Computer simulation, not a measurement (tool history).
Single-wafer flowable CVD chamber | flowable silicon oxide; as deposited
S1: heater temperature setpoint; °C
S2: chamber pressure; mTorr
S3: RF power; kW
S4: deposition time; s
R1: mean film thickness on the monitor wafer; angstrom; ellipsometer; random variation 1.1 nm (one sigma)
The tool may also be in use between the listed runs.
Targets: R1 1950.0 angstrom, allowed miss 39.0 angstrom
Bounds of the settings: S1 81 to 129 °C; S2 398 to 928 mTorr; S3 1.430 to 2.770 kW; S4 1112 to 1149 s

Run 1, hour 0.0: S1 105 °C, S2 663 mTorr, S3 2.100 kW, S4 1112 s. Result: R1 4367.2 angstrom.
Run 2, hour 9.0: S1 105 °C, S2 663 mTorr, S3 2.100 kW, S4 1149 s. Result: R1 4517.1 angstrom.
Run 3, hour 11.6: S1 96 °C, S2 663 mTorr, S3 2.100 kW, S4 1149 s. Result: R1 6255.6 angstrom.
Run 4, hour 17.3: S1 96 °C, S2 760 mTorr, S3 2.100 kW, S4 1149 s. Result: R1 7181.0 angstrom.
Run 5, hour 20.0: S1 102 °C, S2 760 mTorr, S3 2.100 kW, S4 1149 s. Result: R1 5763.5 angstrom.
Run 6, hour 27.0: S1 102 °C, S2 706 mTorr, S3 2.100 kW, S4 1149 s. Result: R1 5430.1 angstrom.
Run 7, hour 34.0: S1 114 °C, S2 595 mTorr, S3 2.070 kW, S4 1147 s. Result: R1 2949.9 angstrom.
Run 8, hour 41.3: S1 115 °C, S2 595 mTorr, S3 2.070 kW, S4 1147 s. Result: R1 2848.6 angstrom.
Run 9, hour 46.8: S1 116 °C, S2 595 mTorr, S3 2.070 kW, S4 1147 s. Result: R1 2714.0 angstrom.

Which of these 5 next moves meets every target?
Run A, hour 52.3: S1 109 °C, S2 548 mTorr, S3 1.985 kW, S4 1128 s. Result: R1 ?.
Run B, hour 52.3: S1 114 °C, S2 633 mTorr, S3 2.050 kW, S4 1149 s. Result: R1 ?.
Run C, hour 52.3: S1 101 °C, S2 412 mTorr, S3 1.925 kW, S4 1116 s. Result: R1 ?.
Run D, hour 52.3: S1 125 °C, S2 531 mTorr, S3 2.265 kW, S4 1112 s. Result: R1 ?.
Run E, hour 52.3: S1 121 °C, S2 498 mTorr, S3 2.145 kW, S4 1121 s. Result: R1 ?.

move      R1
   A  3159.7
   B  3112.1
   C  3239.9
   D  1822.6
   E  1936.0
A: further off than the last run
B: further off than the last run
C: further off than the last run
D: takes the result that was furthest off past its target
E: meets every target
Answer: E

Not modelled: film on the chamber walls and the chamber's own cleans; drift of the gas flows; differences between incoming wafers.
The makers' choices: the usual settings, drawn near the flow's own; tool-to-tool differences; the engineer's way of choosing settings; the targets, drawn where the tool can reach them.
